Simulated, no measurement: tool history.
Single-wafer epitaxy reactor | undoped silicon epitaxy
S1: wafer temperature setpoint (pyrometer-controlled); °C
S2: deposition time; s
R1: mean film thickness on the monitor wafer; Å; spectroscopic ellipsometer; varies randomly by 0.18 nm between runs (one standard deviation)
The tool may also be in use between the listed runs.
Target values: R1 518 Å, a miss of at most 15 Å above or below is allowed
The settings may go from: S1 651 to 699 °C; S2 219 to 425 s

run,day,S1,S2,R1
1,0,675,322,835.55
2,0.212,667,322,715.48
3,0.3,673,322,807.23
4,0.483,663,322,656.84
5,0.8,668,322,729.84
6,0.833,672,322,782.13
7,0.908,666,320,701.11
8,1.162,666,320,694.62
9,1.371,662,319,637.66
10,1.4,659,318,599.91
11,1.433,657,317,574.08
12,1.567,656,317,563.21
13,1.804,655,317,556.71

Of the 4 settings listed for the next run, only one would bring every result within its allowed miss of target. Which one?
A,2.042,655,299,?
B,2.042,654,328,?
C,2.042,656,311,?
D,2.042,651,298,?

move,R1
A,524.71
B,564.2
C,556.78
D,482.62
A: each result inside its tolerance
B: its largest miss is bigger than the last run's
C: no nearer and no further than the last run
D: carries the result that was furthest off beyond its target, to the other side
The move that meets every target is A.
